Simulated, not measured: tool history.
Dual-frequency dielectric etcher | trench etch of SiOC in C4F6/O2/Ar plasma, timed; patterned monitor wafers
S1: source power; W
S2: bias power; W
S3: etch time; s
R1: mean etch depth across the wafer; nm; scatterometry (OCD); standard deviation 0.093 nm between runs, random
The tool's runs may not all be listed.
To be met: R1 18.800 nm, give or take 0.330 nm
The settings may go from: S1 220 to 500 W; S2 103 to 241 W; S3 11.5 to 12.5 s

run  hour   S1   S2    S3      R1
  1   0.0  360  172  12.5  24.209
  2   5.7  350  166  12.5  24.149
  3   9.8  340  159  12.5  23.350
  4  16.9  330  153  12.5  22.947
  5  19.1  290  153  12.5  21.914
  6  25.1  280  149  12.5  21.476
  7  26.8  270  145  12.5  21.054
  8  32.5  270  142  12.5  21.280
  9  34.2  270  139  12.5  20.996
 10  36.5  270  136  12.5  20.893
 11  45.4  270  133  12.5  20.808
 12  52.1  270  130  12.5  20.651
 13  55.5  270  128  12.5  20.757

Exactly one of the 4 candidate moves below puts every result within its allowed miss. Which one?
  A  58.9  260  122  12.0   ?
  B  58.9  280  110  12.0   ?
  C  58.9  220  143  12.0   ?
  D  58.9  280  112  12.0   ?

move      R1
   A  19.437
   B  19.684
   C  18.741
   D  19.735
A: an improvement on the last run, though not all results are within tolerance
B: an improvement on the last run, though not all results are within tolerance
C: hits every target within its allowed miss
D: an improvement on the last run, though not all results are within tolerance
The right move is C.
